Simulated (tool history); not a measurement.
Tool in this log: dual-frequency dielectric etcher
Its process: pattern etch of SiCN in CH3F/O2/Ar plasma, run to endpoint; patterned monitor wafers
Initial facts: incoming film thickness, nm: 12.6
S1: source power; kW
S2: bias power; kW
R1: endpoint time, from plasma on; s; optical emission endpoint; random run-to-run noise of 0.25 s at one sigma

run 1 hour=0 | S1=0.49 S2=0.06 | R1=36.098
run 2 hour=3 | S1=0.5 S2=0.061 | R1=35.855
run 3 hour=10.9 | S1=0.51 S2=0.062 | R1=34.904
run 4 hour=17.6 | S1=0.51 S2=0.055 | R1=36.812
run 5 hour=25.9 | S1=0.44 S2=0.055 | R1=38.554
run 6 hour=30.8 | S1=0.46 S2=0.056 | R1=37.397
run 7 hour=38.5 | S1=0.48 S2=0.058 | R1=36.946
run 8 hour=47.3 | S1=0.49 S2=0.059 | R1=36.055

Run 9 has not been measured yet. What should we expect?
run 9 hour=54.9 | S1=0.5 S2=0.06 | R1=?

R1: 36.06 s
